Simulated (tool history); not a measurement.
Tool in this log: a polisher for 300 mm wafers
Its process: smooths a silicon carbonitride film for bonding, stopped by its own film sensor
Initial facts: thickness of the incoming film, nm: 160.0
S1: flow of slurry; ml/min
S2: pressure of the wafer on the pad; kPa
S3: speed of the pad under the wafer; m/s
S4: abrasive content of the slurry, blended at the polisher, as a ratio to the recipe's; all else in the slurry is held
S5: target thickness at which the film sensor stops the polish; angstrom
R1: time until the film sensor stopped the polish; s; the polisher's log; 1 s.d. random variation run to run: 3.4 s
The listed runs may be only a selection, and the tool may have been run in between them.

run	hour	S1	S2	S3	S4	S5	R1
1	0	310	18.6	0.84	1	1170	146.49
2	2.2	310	17.2	0.84	1	1170	158.43
3	6.3	310	15.9	0.84	1	1170	170.71
4	12.5	375	15.9	0.84	1	1170	169.6
5	18.1	440	15.9	0.84	1	1170	166.58
6	25.1	440	15.9	0.96	1	1170	152.71

Predict the results of run 7:
7	29.3	440	14.5	0.94	1	1170	?

{"run 7": {"R1": 169.76}}
